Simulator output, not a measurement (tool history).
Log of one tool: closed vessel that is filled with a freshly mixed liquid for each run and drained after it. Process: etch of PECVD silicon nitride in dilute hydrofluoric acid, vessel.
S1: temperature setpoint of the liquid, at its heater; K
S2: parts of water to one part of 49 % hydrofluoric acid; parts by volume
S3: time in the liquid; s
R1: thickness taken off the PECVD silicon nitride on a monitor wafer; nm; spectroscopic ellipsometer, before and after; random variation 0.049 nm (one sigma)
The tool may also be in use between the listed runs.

run,hour,S1,S2,S3,R1
1,0.0,295.15,140,285,5.4927
2,8.7,295.15,140,205,3.9417
3,11.7,297.65,130,205,5.0112
4,13.9,299.15,115,205,6.1737
5,23.3,299.15,65,205,10.9360
6,31.8,302.65,65,205,13.7720
7,39.8,300.65,65,205,12.1220

Run 8 comes next. What will it give?
8,47.2,298.65,65,205,?

Run 8 gave R1 10.6820 nm.

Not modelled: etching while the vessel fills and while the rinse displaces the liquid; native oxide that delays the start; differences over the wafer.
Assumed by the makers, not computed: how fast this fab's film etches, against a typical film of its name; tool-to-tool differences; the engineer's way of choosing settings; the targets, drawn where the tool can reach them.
